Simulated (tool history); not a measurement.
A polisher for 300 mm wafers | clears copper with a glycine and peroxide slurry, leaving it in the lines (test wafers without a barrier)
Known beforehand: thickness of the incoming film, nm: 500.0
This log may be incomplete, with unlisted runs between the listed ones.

| run | day | flow of slurry (ml/min) | pressure of the wafer on the pad (psi) | speed of the pad under the wafer (cm/s) | overpolish time after the end point (s) | time until the end point was called (s) | dishing of a wide line in a test structure (Å) |
|---|---|---|---|---|---|---|---|
| 1 | 0 | 140 | 2.8 | 122 | 8 | 76.066 | 398.4 |
| 2 | 0.15 | 140 | 2.8 | 96 | 8 | 89.24 | 342 |
| 3 | 0.2 | 140 | 2.5 | 94 | 8 | 103.46 | 310.03 |
| 4 | 0.367 | 140 | 2.3 | 94 | 8 | 103.98 | 291.89 |
| 5 | 0.567 | 135 | 2.1 | 90 | 8 | 125.74 | 260.79 |
| 6 | 0.925 | 135 | 2.1 | 118 | 8 | 97.085 | 318.29 |
| 7 | 1.062 | 130 | 1.9 | 114 | 8 | 108.32 | 279.1 |
| 8 | 1.204 | 130 | 1.9 | 114 | 8 | 112.76 | 293.87 |
| 9 | 1.25 | 130 | 1.8 | 112 | 8 | 116.05 | 275.96 |
| 10 | 1.558 | 125 | 1.7 | 110 | 8 | 129.27 | 259.53 |
| 11 | 1.7 | 115 | 1.3 | 108 | 7 | 158.71 | 184.12 |
| 12 | 1.9 | 115 | 1.3 | 108 | 7 | 160.24 | 187.56 |
| 13 | 1.929 | 120 | 1.3 | 108 | 7 | 155.41 | 183.84 |

Run 14 comes next. What will it give?
| 14 | 2.096 | 115 | 1.4 | 108 | 7 | ? | ? |

time until the end point was called (s): 146.32
dishing of a wide line in a test structure (Å): 187.6
